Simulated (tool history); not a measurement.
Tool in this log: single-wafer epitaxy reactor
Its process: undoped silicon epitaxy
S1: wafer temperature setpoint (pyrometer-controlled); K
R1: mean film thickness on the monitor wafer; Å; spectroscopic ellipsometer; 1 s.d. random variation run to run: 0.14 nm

Run 1, hour 0: S1 938.15 K, deposition time (s) 181. Result: R1 373.59 Å.
Run 2, hour 8.4: S1 936.15 K, deposition time (s) 181. Result: R1 361.23 Å.
Run 3, hour 15.5: S1 945.15 K, deposition time (s) 181. Result: R1 439.44 Å.
Run 4, hour 22.4: S1 942.15 K, deposition time (s) 181. Result: R1 408.96 Å.
Run 5, hour 27.4: S1 940.15 K, deposition time (s) 181. Result: R1 390.85 Å.
Run 6, hour 36.3: S1 938.15 K, deposition time (s) 181. Result: R1 373.22 Å.

Predict the results of run 7:
Run 7, hour 40.9: S1 926.15 K, deposition time (s) 179. Result: R1 ?.

{"run 7": {"R1": 278.62}}
